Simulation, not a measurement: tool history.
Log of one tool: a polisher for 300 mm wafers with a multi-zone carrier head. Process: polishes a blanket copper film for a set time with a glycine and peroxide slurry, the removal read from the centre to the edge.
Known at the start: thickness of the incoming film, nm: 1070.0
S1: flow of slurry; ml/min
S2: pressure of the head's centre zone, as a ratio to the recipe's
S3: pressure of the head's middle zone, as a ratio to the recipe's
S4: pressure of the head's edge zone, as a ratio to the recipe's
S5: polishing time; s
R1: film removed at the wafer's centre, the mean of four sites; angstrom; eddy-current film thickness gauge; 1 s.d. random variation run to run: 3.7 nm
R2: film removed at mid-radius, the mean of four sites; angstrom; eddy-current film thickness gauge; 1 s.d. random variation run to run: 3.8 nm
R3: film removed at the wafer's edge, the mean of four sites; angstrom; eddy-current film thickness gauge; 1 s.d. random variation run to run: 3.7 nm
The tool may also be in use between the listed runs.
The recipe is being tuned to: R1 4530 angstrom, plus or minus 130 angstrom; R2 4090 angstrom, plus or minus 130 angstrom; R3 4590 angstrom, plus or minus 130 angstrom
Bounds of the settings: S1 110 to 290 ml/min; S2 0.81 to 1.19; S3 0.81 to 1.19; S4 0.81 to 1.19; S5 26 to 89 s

{"run": 1, "hour": 0.0, "S1": 185, "S2": 1, "S3": 1, "S4": 1, "S5": 57, "R1": 3428.2, "R2": 3576.2, "R3": 3429.6}
{"run": 2, "hour": 3.3, "S1": 185, "S2": 1.03, "S3": 1, "S4": 1, "S5": 57, "R1": 3586.5, "R2": 3553.4, "R3": 3508.6}
{"run": 3, "hour": 5.7, "S1": 220, "S2": 1.03, "S3": 1, "S4": 1, "S5": 57, "R1": 3652.5, "R2": 3678.1, "R3": 3534.2}
{"run": 4, "hour": 11.4, "S1": 220, "S2": 0.98, "S3": 1, "S4": 1, "S5": 57, "R1": 3468.4, "R2": 3572.4, "R3": 3581.2}
{"run": 5, "hour": 12.8, "S1": 235, "S2": 1, "S3": 0.98, "S4": 1.05, "S5": 59, "R1": 3654.4, "R2": 3761.9, "R3": 3784.8}
{"run": 6, "hour": 17.2, "S1": 245, "S2": 1.02, "S3": 0.94, "S4": 1.08, "S5": 61, "R1": 3877.5, "R2": 3762.5, "R3": 3971.9}
{"run": 7, "hour": 26.1, "S1": 250, "S2": 1.03, "S3": 0.93, "S4": 1.11, "S5": 63, "R1": 4103.5, "R2": 3843.4, "R3": 4153.4}
{"run": 8, "hour": 34.0, "S1": 255, "S2": 1.04, "S3": 0.93, "S4": 1.13, "S5": 64, "R1": 4215, "R2": 3920.8, "R3": 4281.4}
{"run": 9, "hour": 42.7, "S1": 260, "S2": 1.05, "S3": 0.93, "S4": 1.15, "S5": 65, "R1": 4352.9, "R2": 3968.8, "R3": 4378.8}
{"run": 10, "hour": 49.4, "S1": 265, "S2": 1.05, "S3": 0.93, "S4": 1.16, "S5": 65, "R1": 4386.2, "R2": 4062.1, "R3": 4391.5}

4 candidate next runs follow, results not yet known. Just one meets every target within its allowed miss. Identify it.
{"run": "A", "hour": 56.1, "S1": 240, "S2": 0.97, "S3": 0.9, "S4": 1.09, "S5": 70, "R1": "?", "R2": "?", "R3": "?"}
{"run": "B", "hour": 56.1, "S1": 290, "S2": 1.11, "S3": 1.06, "S4": 1.15, "S5": 60, "R1": "?", "R2": "?", "R3": "?"}
{"run": "C", "hour": 56.1, "S1": 240, "S2": 1.08, "S3": 0.95, "S4": 1.19, "S5": 67, "R1": "?", "R2": "?", "R3": "?"}
{"run": "D", "hour": 56.1, "S1": 280, "S2": 1.14, "S3": 1.04, "S4": 1.12, "S5": 61, "R1": "?", "R2": "?", "R3": "?"}

move=A R1=4248.3 R2=4182.1 R3=4589.4
move=B R1=4274.3 R2=4197.5 R3=4098.8
move=C R1=4532.6 R2=4184.4 R3=4592.5
move=D R1=4445.4 R2=4183.3 R3=4100.8
A: corrects the largest miss of the last run, while another result sits out of spec
B: misses by more than the last run did
C: every result lands within tolerance
D: misses by more than the last run did
Move C is the one to make.
